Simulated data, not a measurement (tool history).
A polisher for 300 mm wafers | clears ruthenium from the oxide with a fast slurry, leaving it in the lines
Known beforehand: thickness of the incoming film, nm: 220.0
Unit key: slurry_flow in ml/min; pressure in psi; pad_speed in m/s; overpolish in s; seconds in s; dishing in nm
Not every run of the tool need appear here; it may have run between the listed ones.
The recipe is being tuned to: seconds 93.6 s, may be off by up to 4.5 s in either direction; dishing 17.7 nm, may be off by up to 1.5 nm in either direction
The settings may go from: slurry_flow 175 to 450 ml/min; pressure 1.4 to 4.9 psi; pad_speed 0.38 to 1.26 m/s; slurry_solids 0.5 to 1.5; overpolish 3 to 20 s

run  hour  slurry_flow  pressure  pad_speed  slurry_solids  overpolish  seconds  dishing
  1     0          290       3.1       0.82              1          10   74.249   23.746
  2   0.6          250       3.1       0.82              1          10   75.077   23.494
  3   1.2          250       3.1       1.02              1          10    61.92   27.295
  4   5.2          250       3.1       0.94              1          10   65.597   25.765
  5   8.8          250       2.9       0.94              1          10   71.971   25.183
  6    10          250       2.8       0.94              1          10   70.905   24.767
  7  15.7          250       2.6       0.94              1          10   76.791   22.677
  8  22.5          250       2.5       0.94              1          10   79.204   21.824
  9  31.4          250       1.9       0.94              1           9   98.612   16.493

Of the 4 settings listed for the next run, only one would bring every result within its allowed miss of target. Which one?
  A  40.3          245       1.7       1.02              1           9        ?        ?
  B  40.3          330       1.7       0.88            1.1          10        ?        ?
  C  40.3          245       1.8          1           0.75          10        ?        ?
  D  40.3          275         2       0.96              1           9        ?        ?

move  seconds  dishing
   A   102.95   16.569
   B   111.66   16.949
   C   113.62   16.673
   D   95.067   17.857
A: misses by more than the last run did
B: misses by more than the last run did
C: misses by more than the last run did
D: in spec on every target
Correct choice: D, which meets every target
